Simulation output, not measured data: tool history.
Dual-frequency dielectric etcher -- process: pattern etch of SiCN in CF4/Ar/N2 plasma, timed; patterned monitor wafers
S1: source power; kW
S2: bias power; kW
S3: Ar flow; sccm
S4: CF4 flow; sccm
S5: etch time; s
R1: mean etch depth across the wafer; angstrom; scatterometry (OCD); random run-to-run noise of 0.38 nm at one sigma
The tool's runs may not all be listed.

run  hour    S1     S2   S3  S4     S5      R1
  1     0  0.53  0.083  129  43  131.5  1231.8
  2     1  0.53  0.083  149  43  131.5  1207.4
  3    10  0.53  0.083  159  43  131.5  1191.9
  4  17.1  0.54  0.083  159  43  131.5  1215.9
  5  24.6  0.46  0.083  159  43  131.5  1052.3
  6  25.9  0.48  0.083  159  43  131.5  1096.4
  7  31.9   0.5  0.083  159  43  131.5    1131

Run 8 is up next; what results do you expect?
  8  35.1  0.52  0.083  159  43  131.5   ?

R1: 1173.8 angstrom
